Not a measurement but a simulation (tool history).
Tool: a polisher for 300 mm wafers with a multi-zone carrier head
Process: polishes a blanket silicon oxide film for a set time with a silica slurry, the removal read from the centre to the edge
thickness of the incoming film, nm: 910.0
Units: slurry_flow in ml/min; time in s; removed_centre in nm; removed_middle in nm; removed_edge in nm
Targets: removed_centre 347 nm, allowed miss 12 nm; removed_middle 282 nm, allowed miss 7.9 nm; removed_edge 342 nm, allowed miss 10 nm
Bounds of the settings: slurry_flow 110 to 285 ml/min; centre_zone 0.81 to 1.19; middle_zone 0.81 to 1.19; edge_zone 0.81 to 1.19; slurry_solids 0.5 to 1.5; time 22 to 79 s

{"run": 1, "hour": 0.0, "slurry_flow": 180, "centre_zone": 1, "middle_zone": 1, "edge_zone": 1, "slurry_solids": 1, "time": 50, "removed_centre": 239.94, "removed_middle": 238, "removed_edge": 233.67}
{"run": 2, "hour": 7.5, "slurry_flow": 180, "centre_zone": 1, "middle_zone": 1, "edge_zone": 1, "slurry_solids": 1, "time": 42, "removed_centre": 200.66, "removed_middle": 198.12, "removed_edge": 196.22}
{"run": 3, "hour": 8.8, "slurry_flow": 180, "centre_zone": 1, "middle_zone": 0.94, "edge_zone": 1, "slurry_solids": 1, "time": 42, "removed_centre": 202.87, "removed_middle": 188.85, "removed_edge": 195.45}
{"run": 4, "hour": 13.8, "slurry_flow": 185, "centre_zone": 1.01, "middle_zone": 0.91, "edge_zone": 1.06, "slurry_solids": 1.15, "time": 45, "removed_centre": 233.56, "removed_middle": 208.14, "removed_edge": 227.53}
{"run": 5, "hour": 18.3, "slurry_flow": 185, "centre_zone": 1.01, "middle_zone": 0.91, "edge_zone": 1.01, "slurry_solids": 1.15, "time": 45, "removed_centre": 237.79, "removed_middle": 209.34, "removed_edge": 221.82}
{"run": 6, "hour": 25.4, "slurry_flow": 185, "centre_zone": 1.01, "middle_zone": 0.91, "edge_zone": 1.01, "slurry_solids": 1.15, "time": 51, "removed_centre": 266.91, "removed_middle": 237.05, "removed_edge": 255.77}
{"run": 7, "hour": 32.4, "slurry_flow": 220, "centre_zone": 1.06, "middle_zone": 0.86, "edge_zone": 1.11, "slurry_solids": 1.4, "time": 52, "removed_centre": 313.56, "removed_middle": 255.58, "removed_edge": 296.92}
{"run": 8, "hour": 35.1, "slurry_flow": 220, "centre_zone": 1.06, "middle_zone": 0.86, "edge_zone": 1.13, "slurry_solids": 1.45, "time": 53, "removed_centre": 324.59, "removed_middle": 263.53, "removed_edge": 310.57}
{"run": 9, "hour": 42.3, "slurry_flow": 225, "centre_zone": 1.06, "middle_zone": 0.86, "edge_zone": 1.15, "slurry_solids": 1.45, "time": 54, "removed_centre": 333.52, "removed_middle": 269.88, "removed_edge": 323.91}
{"run": 10, "hour": 47.4, "slurry_flow": 235, "centre_zone": 1.06, "middle_zone": 0.86, "edge_zone": 1.16, "slurry_solids": 1.45, "time": 54, "removed_centre": 328.3, "removed_middle": 270.19, "removed_edge": 320.86}

5 next moves are on the table. One of them brings every result within its allowed miss. Which?
{"run": "A", "hour": 52.5, "slurry_flow": 225, "centre_zone": 1.14, "middle_zone": 0.84, "edge_zone": 1.1, "slurry_solids": 1.35, "time": 53, "removed_centre": "?", "removed_middle": "?", "removed_edge": "?"}
{"run": "B", "hour": 52.5, "slurry_flow": 265, "centre_zone": 1.18, "middle_zone": 0.81, "edge_zone": 1.1, "slurry_solids": 1.4, "time": 53, "removed_centre": "?", "removed_middle": "?", "removed_edge": "?"}
{"run": "C", "hour": 52.5, "slurry_flow": 175, "centre_zone": 1.05, "middle_zone": 0.85, "edge_zone": 1.16, "slurry_solids": 1.5, "time": 58, "removed_centre": "?", "removed_middle": "?", "removed_edge": "?"}
{"run": "D", "hour": 52.5, "slurry_flow": 220, "centre_zone": 1.03, "middle_zone": 0.81, "edge_zone": 1.19, "slurry_solids": 1.4, "time": 55, "removed_centre": "?", "removed_middle": "?", "removed_edge": "?"}
{"run": "E", "hour": 52.5, "slurry_flow": 265, "centre_zone": 1.06, "middle_zone": 0.83, "edge_zone": 1.14, "slurry_solids": 1.35, "time": 56, "removed_centre": "?", "removed_middle": "?", "removed_edge": "?"}

move=A removed_centre=335.17 removed_middle=250.83 removed_edge=299.44
move=B removed_centre=358.29 removed_middle=250.94 removed_edge=307.5
move=C removed_centre=339.57 removed_middle=279.78 removed_edge=342.31
move=D removed_centre=317.35 removed_middle=255.58 removed_edge=327.51
move=E removed_centre=335.33 removed_middle=267.01 removed_edge=326.37
A: further off than the last run
B: further off than the last run
C: meets every target
D: further off than the last run
E: nearer than the last run, and not there yet
Move C is the one to make.

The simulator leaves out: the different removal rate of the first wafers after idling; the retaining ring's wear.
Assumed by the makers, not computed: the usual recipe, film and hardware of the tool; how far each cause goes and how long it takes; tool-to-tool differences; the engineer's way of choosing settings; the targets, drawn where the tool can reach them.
